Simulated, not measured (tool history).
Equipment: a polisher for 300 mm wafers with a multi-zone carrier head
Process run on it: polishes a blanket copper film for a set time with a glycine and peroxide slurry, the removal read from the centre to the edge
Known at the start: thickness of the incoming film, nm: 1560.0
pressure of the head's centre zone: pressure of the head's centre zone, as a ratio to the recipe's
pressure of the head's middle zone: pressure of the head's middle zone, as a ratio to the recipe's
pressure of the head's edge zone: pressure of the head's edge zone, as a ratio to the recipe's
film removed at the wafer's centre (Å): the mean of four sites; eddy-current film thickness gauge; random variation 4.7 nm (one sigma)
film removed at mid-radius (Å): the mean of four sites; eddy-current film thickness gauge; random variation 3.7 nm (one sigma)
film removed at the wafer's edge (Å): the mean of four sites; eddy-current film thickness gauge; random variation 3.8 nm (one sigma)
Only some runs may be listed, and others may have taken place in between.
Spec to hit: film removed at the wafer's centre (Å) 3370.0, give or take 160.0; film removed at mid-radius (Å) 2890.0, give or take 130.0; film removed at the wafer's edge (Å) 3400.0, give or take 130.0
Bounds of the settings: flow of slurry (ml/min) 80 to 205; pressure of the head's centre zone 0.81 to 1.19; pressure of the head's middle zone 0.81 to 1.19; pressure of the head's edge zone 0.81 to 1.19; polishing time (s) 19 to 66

run	hour	flow of slurry (ml/min)	pressure of the head's centre zone	pressure of the head's middle zone	pressure of the head's edge zone	polishing time (s)	film removed at the wafer's centre (Å)	film removed at mid-radius (Å)	film removed at the wafer's edge (Å)
1	0.0	135	1.00	1.00	1.00	42	2158.3	2072.9	2048.9
2	3.3	135	1.00	0.98	1.03	45	2297.9	2211.5	2328.7
3	4.5	140	1.02	0.98	1.05	46	2414.3	2282.4	2361.3
4	6.6	140	1.02	1.02	1.05	46	2407.3	2333.3	2321.6
5	13.7	140	1.11	1.02	1.05	46	2675.7	2401.8	2376.7
# hour 18.4: worn pad replaced by a new one
6	18.4	140	1.11	1.00	1.07	48	3049.9	2722.6	2830.0
7	19.8	140	1.11	0.99	1.09	48	3045.8	2677.2	2772.5
8	21.5	135	1.10	0.97	1.11	49	3117.6	2690.4	2889.9
9	28.5	140	1.09	0.96	1.12	49	3000.5	2684.4	2878.2

Exercise: of the 5 proposed moves below, exactly one satisfies all targets within the stated allowed misses. Which move is it?
A	35.5	135	0.90	0.96	1.17	52	?	?	?
B	35.5	125	1.10	0.85	1.11	49	?	?	?
C	35.5	150	0.97	1.02	1.19	52	?	?	?
D	35.5	160	0.96	0.82	1.19	62	?	?	?
E	35.5	120	1.04	0.88	1.13	58	?	?	?

move	film removed at the wafer's centre (Å)	film removed at mid-radius (Å)	film removed at the wafer's edge (Å)
A	2630.6	2820.1	3190.9
B	2994.1	2373.1	2918.0
C	2885.9	3010.9	3247.1
D	3434.1	3020.5	3906.4
E	3327.3	2874.0	3465.5
A: its largest miss is bigger than the last run's
B: no better and no worse than the last run
C: closer than the last run, but not yet in spec
D: the result that was furthest off in the last run now lies on the other side of its target
E: every result lands within tolerance
E is the move that brings every result within its allowed miss.

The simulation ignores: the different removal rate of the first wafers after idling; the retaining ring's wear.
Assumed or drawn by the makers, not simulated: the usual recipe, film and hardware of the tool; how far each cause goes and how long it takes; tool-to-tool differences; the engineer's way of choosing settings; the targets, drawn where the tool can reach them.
